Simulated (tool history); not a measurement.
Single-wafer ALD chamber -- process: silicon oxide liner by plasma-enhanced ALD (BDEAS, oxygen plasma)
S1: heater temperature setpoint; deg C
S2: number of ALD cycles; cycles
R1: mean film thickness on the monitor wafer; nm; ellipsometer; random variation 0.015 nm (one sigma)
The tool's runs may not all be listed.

{"run": 1, "hour": 0.0, "S1": 325, "S2": 40, "R1": 4.0107}
{"run": 2, "hour": 8.8, "S1": 335, "S2": 40, "R1": 3.9676}
{"run": 3, "hour": 17.7, "S1": 324, "S2": 40, "R1": 4.0716}
{"run": 4, "hour": 25.9, "S1": 324, "S2": 35, "R1": 3.5496}
{"run": 5, "hour": 28.0, "S1": 325, "S2": 33, "R1": 3.3314}
{"run": 6, "hour": 32.2, "S1": 326, "S2": 32, "R1": 3.25}
{"run": 7, "hour": 40.3, "S1": 327, "S2": 31, "R1": 3.1297}
{"run": 8, "hour": 41.3, "S1": 329, "S2": 31, "R1": 3.1012}
{"run": 9, "hour": 42.1, "S1": 332, "S2": 31, "R1": 3.1239}

Forecast run 10:
{"run": 10, "hour": 50.3, "S1": 332, "S2": 30, "R1": "?"}

{"run 10": {"R1": 3.0129}}

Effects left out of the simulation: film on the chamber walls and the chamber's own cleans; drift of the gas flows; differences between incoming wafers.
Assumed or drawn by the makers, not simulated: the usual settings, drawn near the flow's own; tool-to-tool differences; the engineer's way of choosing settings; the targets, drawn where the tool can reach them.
